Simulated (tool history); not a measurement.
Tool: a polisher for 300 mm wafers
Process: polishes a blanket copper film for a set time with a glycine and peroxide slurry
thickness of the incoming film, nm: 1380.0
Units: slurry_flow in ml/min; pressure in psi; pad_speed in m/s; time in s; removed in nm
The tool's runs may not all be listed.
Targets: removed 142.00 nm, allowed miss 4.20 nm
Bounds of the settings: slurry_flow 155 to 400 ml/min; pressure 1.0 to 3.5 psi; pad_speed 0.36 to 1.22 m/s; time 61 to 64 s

run,hour,slurry_flow,pressure,pad_speed,time,removed
1,0.0,255,2.2,0.78,61,182.55
2,3.3,220,2.2,0.78,61,183.60
3,4.4,220,2.0,0.78,61,168.82
4,12.9,220,2.3,0.78,61,188.50
5,20.9,220,2.1,0.78,61,175.86
6,23.5,260,2.1,0.78,61,179.55
7,31.3,255,1.9,0.78,61,168.12
8,32.1,250,1.8,0.78,61,159.72
9,39.1,250,1.7,0.78,61,153.05
10,46.2,245,1.6,0.78,61,145.76

Which of these 5 next moves meets every target?
A,53.3,265,2.1,0.58,64,?
B,53.3,260,1.9,0.66,62,?
C,53.3,240,1.5,0.80,61,?
D,53.3,260,1.8,0.66,64,?
E,53.3,315,1.4,0.92,61,?

move,removed
A,152.30
B,150.25
C,142.61
D,149.56
E,152.70
A: further off than the last run
B: further off than the last run
C: meets every target
D: further off than the last run
E: further off than the last run
The right move is C.
